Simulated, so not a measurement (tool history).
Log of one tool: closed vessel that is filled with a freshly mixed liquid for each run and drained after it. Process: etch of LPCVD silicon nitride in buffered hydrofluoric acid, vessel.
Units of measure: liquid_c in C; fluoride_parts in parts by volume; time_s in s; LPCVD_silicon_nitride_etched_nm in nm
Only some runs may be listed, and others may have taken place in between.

run,day,liquid_c,fluoride_parts,time_s,LPCVD_silicon_nitride_etched_nm
1,0,21,9,700,9.4905
2,0.371,21,11,700,8.1246
3,0.538,20.5,11,700,7.8629
4,0.904,20,11,700,7.6606
5,1.171,20,11,700,7.6738
6,1.571,20,11,700,7.7154
7,1.971,19.5,11,700,7.4403
8,2.138,19,11,700,7.1403

Run 9 is up next; what results do you expect?
9,2.262,18.5,11,700,?

LPCVD_silicon_nitride_etched_nm: 7.0746 nm

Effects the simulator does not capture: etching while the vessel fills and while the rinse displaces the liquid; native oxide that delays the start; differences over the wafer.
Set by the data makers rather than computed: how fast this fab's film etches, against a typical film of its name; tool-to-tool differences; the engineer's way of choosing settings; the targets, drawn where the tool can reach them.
